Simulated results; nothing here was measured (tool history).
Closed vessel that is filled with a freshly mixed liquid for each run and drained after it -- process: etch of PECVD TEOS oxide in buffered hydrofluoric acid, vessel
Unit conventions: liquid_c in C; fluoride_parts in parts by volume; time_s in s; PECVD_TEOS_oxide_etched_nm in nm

run  hour  liquid_c  fluoride_parts  time_s  PECVD_TEOS_oxide_etched_nm
  1   0.0      24.0            11.0     105                      231.45
  2   0.8      21.5            11.5     105                      190.14
  3   6.7      21.5            12.5     105                      178.99
  4  14.0      21.5             9.5     105                      228.17
  5  20.4      21.5             7.5     105                      291.65
  6  24.7      20.0             9.0     105                      218.65
  7  32.0      19.0             9.5     105                      196.34

Run 8 is up next; what results do you expect?
  8  40.5      18.5            10.0     105                           ?

{"run 8": {"PECVD_TEOS_oxide_etched_nm": 185.63}}

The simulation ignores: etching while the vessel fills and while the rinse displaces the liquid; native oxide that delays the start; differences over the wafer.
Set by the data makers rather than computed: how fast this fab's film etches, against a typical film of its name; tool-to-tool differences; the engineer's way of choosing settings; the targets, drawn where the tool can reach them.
